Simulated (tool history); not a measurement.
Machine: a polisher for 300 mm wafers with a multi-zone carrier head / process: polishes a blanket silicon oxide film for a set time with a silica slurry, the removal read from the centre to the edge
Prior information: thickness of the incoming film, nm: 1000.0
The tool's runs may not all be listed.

run  hour  flow of slurry (ml/min)  pressure of the head's centre zone  pressure of the head's middle zone  pressure of the head's edge zone  abrasive content of the slurry  polishing time (s)  film removed at the wafer's centre (nm)  film removed at mid-radius (nm)  film removed at the wafer's edge (nm)
  1   0.0                      310                                1.00                                1.00                              1.00                            1.00                  77                                   383.78                           398.98                                 403.79
  2   0.7                      310                                1.00                                1.00                              1.00                            0.80                  77                                   327.96                           345.98                                 344.15
  3   5.8                      315                                1.01                                1.00                              0.98                            0.75                  76                                   316.60                           327.61                                 318.57
  4  11.4                      315                                1.01                                1.00                              0.98                            0.75                  63                                   262.99                           268.02                                 267.94
  5  14.9                      315                                1.01                                1.01                              0.96                            0.75                  63                                   263.79                           267.69                                 262.43
  6  23.0                      395                                1.01                                1.01                              0.96                            0.75                  63                                   270.60                           272.32                                 271.17
     30.0  -- slurry nozzle cleaned
  7  30.0                      385                                1.01                                1.02                              0.94                            0.75                  63                                   277.16                           285.80                                 274.13

Run 8 has not been measured yet. What should we expect?
  8  37.3                      370                                1.01                                1.02                              0.93                            0.75                  63                                        ?                                ?                                      ?

For run 8 the tool returned film removed at the wafer's centre (nm) 272.15, film removed at mid-radius (nm) 280.42, film removed at the wafer's edge (nm) 270.93.
